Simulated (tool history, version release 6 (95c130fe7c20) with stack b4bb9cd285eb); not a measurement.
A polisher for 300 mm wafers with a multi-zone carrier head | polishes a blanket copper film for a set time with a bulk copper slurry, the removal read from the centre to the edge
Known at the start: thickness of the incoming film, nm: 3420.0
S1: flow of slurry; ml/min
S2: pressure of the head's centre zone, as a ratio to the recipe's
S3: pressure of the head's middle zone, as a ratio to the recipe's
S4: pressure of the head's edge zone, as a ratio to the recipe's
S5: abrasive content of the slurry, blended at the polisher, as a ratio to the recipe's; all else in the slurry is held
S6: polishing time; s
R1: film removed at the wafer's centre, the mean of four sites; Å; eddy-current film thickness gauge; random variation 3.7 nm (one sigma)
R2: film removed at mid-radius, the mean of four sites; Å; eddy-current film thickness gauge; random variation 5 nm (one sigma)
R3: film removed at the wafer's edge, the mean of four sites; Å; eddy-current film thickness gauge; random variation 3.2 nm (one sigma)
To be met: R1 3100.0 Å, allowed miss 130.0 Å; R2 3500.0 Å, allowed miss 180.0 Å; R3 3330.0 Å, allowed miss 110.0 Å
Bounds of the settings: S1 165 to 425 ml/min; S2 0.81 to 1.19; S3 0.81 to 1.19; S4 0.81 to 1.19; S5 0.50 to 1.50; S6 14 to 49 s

run,hour,S1,S2,S3,S4,S5,S6,R1,R2,R3
1,0.0,275,1.00,1.00,1.00,1.00,31,2575.9,2461.6,2482.3
2,8.5,275,0.99,1.02,1.02,1.10,32,2700.8,2708.4,2624.7
3,15.8,275,0.99,1.08,1.02,1.10,32,2563.8,2807.3,2605.5
4,18.9,275,0.99,1.08,1.04,1.15,33,2769.0,2903.4,2780.8
5,20.8,305,0.99,1.08,1.04,1.15,33,2779.4,2956.8,2731.3
6,27.4,295,0.98,1.09,1.06,1.20,33,2777.2,2982.5,2852.3
7,32.7,295,0.98,1.10,1.07,1.25,33,2792.4,3061.9,2887.4
8,39.1,295,0.98,1.11,1.08,1.30,33,2799.0,3094.6,2917.7
9,44.3,295,0.98,1.12,1.09,1.35,33,2821.8,3133.9,2916.8
10,45.9,295,0.98,1.12,1.10,1.40,33,2808.5,3127.6,2952.4
11,48.2,295,0.98,1.13,1.11,1.40,33,2820.9,3151.6,2895.1
12,50.5,300,0.97,1.13,1.11,1.40,34,2936.7,3286.4,2973.6
13,53.6,275,0.96,1.13,1.13,1.40,35,2921.1,3291.6,3050.5
14,59.9,285,0.95,1.12,1.14,1.40,35,2943.4,3308.2,3156.6

Which of these 5 next moves meets every target?
A,66.2,235,0.98,1.16,1.16,1.40,34,?,?,?
B,66.2,280,0.97,1.14,1.19,1.30,37,?,?,?
C,66.2,300,1.01,1.16,1.12,1.20,36,?,?,?
D,66.2,275,0.97,1.08,1.11,1.45,33,?,?,?
E,66.2,310,0.81,0.85,1.19,1.50,39,?,?,?

move,R1,R2,R3
A,2821.2,3288.1,3039.0
B,3070.4,3553.6,3354.9
C,3091.8,3483.8,3147.8
D,2788.2,3083.1,2959.8
E,2800.8,3041.9,3678.4
A: further off than the last run
B: meets every target
C: further off than the last run
D: further off than the last run
E: takes the result that was furthest off past its target
Answer: B

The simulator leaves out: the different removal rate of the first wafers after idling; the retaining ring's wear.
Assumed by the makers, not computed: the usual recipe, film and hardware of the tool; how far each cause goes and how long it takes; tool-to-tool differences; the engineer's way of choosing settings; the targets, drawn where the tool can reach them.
